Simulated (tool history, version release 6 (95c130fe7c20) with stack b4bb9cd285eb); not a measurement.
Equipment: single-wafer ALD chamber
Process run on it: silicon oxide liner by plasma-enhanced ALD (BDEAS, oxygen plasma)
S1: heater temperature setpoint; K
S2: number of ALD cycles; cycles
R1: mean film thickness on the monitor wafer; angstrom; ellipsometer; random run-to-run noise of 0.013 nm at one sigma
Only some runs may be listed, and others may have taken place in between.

run 1 hour=0.0 | S1=593.15 S2=22 | R1=22.657
run 2 hour=2.4 | S1=588.15 S2=22 | R1=22.505
run 3 hour=9.2 | S1=588.15 S2=21 | R1=21.678
run 4 hour=10.2 | S1=588.15 S2=22 | R1=22.916
run 5 hour=13.0 | S1=586.15 S2=23 | R1=23.720
run 6 hour=17.7 | S1=586.15 S2=21 | R1=21.601
run 7 hour=22.0 | S1=586.15 S2=22 | R1=22.649
run 8 hour=23.3 | S1=586.15 S2=23 | R1=23.765
run 9 hour=29.1 | S1=586.15 S2=24 | R1=24.890
run 10 hour=35.7 | S1=586.15 S2=25 | R1=25.925
run 11 hour=43.7 | S1=586.15 S2=26 | R1=26.812
run 12 hour=48.7 | S1=586.15 S2=27 | R1=27.973
run 13 hour=52.6 | S1=585.15 S2=27 | R1=27.624
run 14 hour=58.4 | S1=585.15 S2=28 | R1=28.959
run 15 hour=60.2 | S1=586.15 S2=28 | R1=29.075
run 16 hour=61.3 | S1=586.15 S2=27 | R1=27.718

The next listed run, before its measurement:
run 17 hour=68.2 | S1=584.15 S2=28 | R1=?

{"run 17": {"R1": 29.007}}

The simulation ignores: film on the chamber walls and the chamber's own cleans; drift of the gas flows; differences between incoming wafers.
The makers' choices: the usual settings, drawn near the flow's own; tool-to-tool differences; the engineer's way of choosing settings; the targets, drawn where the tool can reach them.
